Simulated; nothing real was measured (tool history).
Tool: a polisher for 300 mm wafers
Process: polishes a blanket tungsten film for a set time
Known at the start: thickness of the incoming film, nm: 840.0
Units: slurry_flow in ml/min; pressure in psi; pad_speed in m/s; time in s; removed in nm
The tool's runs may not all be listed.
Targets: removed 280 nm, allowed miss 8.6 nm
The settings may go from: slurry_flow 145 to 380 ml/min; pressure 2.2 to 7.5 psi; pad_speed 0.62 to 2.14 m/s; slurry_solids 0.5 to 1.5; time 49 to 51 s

run,day,slurry_flow,pressure,pad_speed,slurry_solids,time,removed
1,0,245,4.8,1.38,1,49,348.3
2,0.029,245,4.8,1.38,1,51,365.18
3,0.192,245,4.8,1.62,1,51,425.95
4,0.412,245,4.8,1.3,1,51,343
5,0.546,245,4.8,1.3,1,51,345.24
6,0.729,245,4.7,1.3,1,51,339.62
7,0.808,245,4.6,1.3,1,51,331.66
8,0.871,245,4.5,1.3,1,51,323.76
9,1.021,240,3.7,1.3,1,51,269.46

4 next moves are on the table. One of them brings every result within its allowed miss. Which?
A,1.171,285,3.2,1.6,1.3,51,?
B,1.171,215,3.3,1.4,1.15,51,?
C,1.171,220,3.4,1.58,0.95,49,?
D,1.171,245,3.8,1.3,0.95,49,?

move,removed
A,302.73
B,258.64
C,278.68
D,260.15
A: takes the result that was furthest off past its target
B: further off than the last run
C: meets every target
D: further off than the last run
Answer: C
